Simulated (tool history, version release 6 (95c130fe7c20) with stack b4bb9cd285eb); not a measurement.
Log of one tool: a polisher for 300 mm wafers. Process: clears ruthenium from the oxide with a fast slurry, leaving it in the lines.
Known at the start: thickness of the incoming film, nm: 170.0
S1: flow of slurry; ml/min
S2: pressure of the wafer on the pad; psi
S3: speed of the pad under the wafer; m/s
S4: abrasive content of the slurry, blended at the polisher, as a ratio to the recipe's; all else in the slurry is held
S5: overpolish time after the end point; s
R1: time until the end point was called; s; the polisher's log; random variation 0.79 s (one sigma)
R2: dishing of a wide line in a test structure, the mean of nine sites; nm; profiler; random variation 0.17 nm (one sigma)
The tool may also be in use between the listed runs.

run,hour,S1,S2,S3,S4,S5,R1,R2
1,0,290,3.1,0.78,1,11,45.589,33.766
2,4.6,290,2.8,0.78,1,9,49.639,26.994
3,11.9,290,2.8,0.78,1.15,9,46.735,28.158
4,14.2,290,2.6,0.72,1.25,7,51.767,21.013
5,21.1,290,2.6,0.72,1.45,7,48.184,21.741
6,27.8,315,2.4,0.68,1.45,6,54.007,17.332
7,31.7,355,2.2,0.68,1.45,5,56.7,13.097
8,33.1,380,2.1,0.7,1.45,4,58.158,10.528
9,33.9,380,2.1,0.7,1.45,4,58.127,10.714
10,34.7,400,2.1,0.7,1.45,4,57.55,10.822
11,39.6,415,1.9,0.74,1.45,4,59.542,10.412
12,46.6,425,2,0.7,1.45,4,59.852,10.165

Run 13 comes next. What will it give?
13,50.3,430,1.9,0.74,1.45,4,?,?

{"run 13": {"R1": 58.047, "R2": 10.519}}

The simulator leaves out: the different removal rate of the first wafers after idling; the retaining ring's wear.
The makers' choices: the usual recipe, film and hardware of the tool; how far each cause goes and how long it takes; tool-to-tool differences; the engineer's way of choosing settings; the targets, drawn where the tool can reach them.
